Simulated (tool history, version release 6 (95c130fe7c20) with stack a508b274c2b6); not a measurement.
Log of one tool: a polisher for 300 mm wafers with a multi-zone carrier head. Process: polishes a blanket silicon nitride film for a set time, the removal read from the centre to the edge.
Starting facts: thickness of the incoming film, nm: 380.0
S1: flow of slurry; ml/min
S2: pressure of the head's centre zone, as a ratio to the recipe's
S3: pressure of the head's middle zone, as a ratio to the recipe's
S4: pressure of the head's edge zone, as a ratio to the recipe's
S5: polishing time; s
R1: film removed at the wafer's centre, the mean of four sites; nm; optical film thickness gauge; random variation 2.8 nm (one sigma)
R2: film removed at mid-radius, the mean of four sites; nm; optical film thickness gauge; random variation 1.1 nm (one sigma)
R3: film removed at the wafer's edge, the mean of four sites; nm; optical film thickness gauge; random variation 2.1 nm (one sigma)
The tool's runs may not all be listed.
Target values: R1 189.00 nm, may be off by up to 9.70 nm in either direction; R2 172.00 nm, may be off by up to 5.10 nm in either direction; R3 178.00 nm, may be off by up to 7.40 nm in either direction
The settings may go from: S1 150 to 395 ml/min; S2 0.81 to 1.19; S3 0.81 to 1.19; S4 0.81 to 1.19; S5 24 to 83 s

Run 1, hour 0.0: S1 250 ml/min, S2 1.00, S3 1.00, S4 1.00, S5 53 s. Result: R1 108.99 nm, R2 108.75 nm, R3 111.25 nm.
Run 2, hour 4.0: S1 260 ml/min, S2 1.04, S3 1.02, S4 1.04, S5 60 s. Result: R1 127.14 nm, R2 125.81 nm, R3 128.00 nm.
Run 3, hour 8.5: S1 265 ml/min, S2 1.08, S3 1.02, S4 1.06, S5 66 s. Result: R1 142.87 nm, R2 138.46 nm, R3 144.17 nm.
Run 4, hour 9.8: S1 200 ml/min, S2 1.08, S3 1.02, S4 1.06, S5 66 s. Result: R1 141.49 nm, R2 135.30 nm, R3 137.31 nm.
Run 5, hour 12.8: S1 220 ml/min, S2 1.11, S3 1.03, S4 1.07, S5 70 s. Result: R1 154.74 nm, R2 146.31 nm, R3 151.18 nm.
Run 6, hour 18.4: S1 195 ml/min, S2 1.11, S3 1.03, S4 1.07, S5 70 s. Result: R1 151.79 nm, R2 143.53 nm, R3 146.50 nm.
Run 7, hour 21.7: S1 225 ml/min, S2 1.14, S3 1.04, S4 1.07, S5 72 s. Result: R1 162.43 nm, R2 151.75 nm, R3 153.94 nm.
Run 8, hour 30.0: S1 240 ml/min, S2 1.16, S3 1.04, S4 1.08, S5 74 s. Result: R1 171.59 nm, R2 157.81 nm, R3 162.16 nm.
Run 9, hour 33.9: S1 255 ml/min, S2 1.17, S3 1.04, S4 1.08, S5 75 s. Result: R1 176.76 nm, R2 160.08 nm, R3 162.95 nm.
Run 10, hour 38.3: S1 265 ml/min, S2 1.17, S3 1.04, S4 1.10, S5 76 s. Result: R1 182.38 nm, R2 163.01 nm, R3 164.73 nm.
Run 11, hour 47.3: S1 265 ml/min, S2 1.15, S3 1.03, S4 1.10, S5 77 s. Result: R1 180.47 nm, R2 164.09 nm, R3 167.28 nm.

5 candidate next runs follow, results not yet known. Just one meets every target within its allowed miss. Identify it.
Run A, hour 56.3: S1 325 ml/min, S2 1.14, S3 1.16, S4 1.11, S5 67 s. Result: R1 ?, R2 ?, R3 ?.
Run B, hour 56.3: S1 285 ml/min, S2 1.19, S3 0.93, S4 1.08, S5 78 s. Result: R1 ?, R2 ?, R3 ?.
Run C, hour 56.3: S1 225 ml/min, S2 1.19, S3 1.07, S4 1.12, S5 81 s. Result: R1 ?, R2 ?, R3 ?.
Run D, hour 56.3: S1 330 ml/min, S2 1.14, S3 0.91, S4 1.08, S5 77 s. Result: R1 ?, R2 ?, R3 ?.
Run E, hour 56.3: S1 310 ml/min, S2 1.17, S3 1.07, S4 1.02, S5 77 s. Result: R1 ?, R2 ?, R3 ?.

move      R1      R2      R3
   A  159.56  163.36  149.34
   B  190.81  155.52  170.24
   C  191.88  176.42  175.73
   D  183.34  153.06  170.02
   E  187.17  174.37  164.17
A: further off than the last run
B: further off than the last run
C: meets every target
D: further off than the last run
E: meets the target for the result that was furthest off, but another lies outside its allowed miss
Correct choice: C, which meets every target

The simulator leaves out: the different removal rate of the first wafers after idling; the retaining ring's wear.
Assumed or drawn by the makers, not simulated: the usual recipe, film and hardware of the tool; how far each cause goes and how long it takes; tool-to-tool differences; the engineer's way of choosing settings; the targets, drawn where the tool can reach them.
